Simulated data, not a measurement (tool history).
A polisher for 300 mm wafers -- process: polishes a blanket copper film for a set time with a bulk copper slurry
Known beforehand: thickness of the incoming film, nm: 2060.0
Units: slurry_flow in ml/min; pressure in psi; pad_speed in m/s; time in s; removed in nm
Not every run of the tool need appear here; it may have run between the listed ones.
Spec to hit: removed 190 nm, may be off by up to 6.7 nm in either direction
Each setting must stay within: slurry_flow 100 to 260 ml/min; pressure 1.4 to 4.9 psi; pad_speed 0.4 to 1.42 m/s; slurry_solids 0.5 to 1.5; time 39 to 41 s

run,hour,slurry_flow,pressure,pad_speed,slurry_solids,time,removed
1,0,165,3.1,0.9,1,39,315.98
2,4.4,150,3.1,0.9,1,39,311.11
3,9.5,115,3.1,0.9,1,39,296.68
4,13.1,115,2.7,0.9,1,39,266.31
5,20.8,115,2.3,0.9,1,39,243.19
6,29.4,115,1.8,0.9,1,39,212
7,36.7,115,1.7,0.9,1,39,203.64
8,40.9,115,1.6,0.9,1,39,198.81

Exactly one of the 4 candidate moves below puts every result within its allowed miss. Which one?
A,45.1,110,1.4,0.86,1,39,?
B,45.1,120,1.8,0.82,0.95,39,?
C,45.1,130,1.6,0.86,1.05,40,?
D,45.1,130,1.6,0.9,1.1,39,?

move,removed
A,175.02
B,191.3
C,202.02
D,208.19
A: takes the biggest miss from the last run beyond its target
B: every result lands within tolerance
C: misses by more than the last run did
D: misses by more than the last run did
So the answer is move B, the one that meets all the targets.
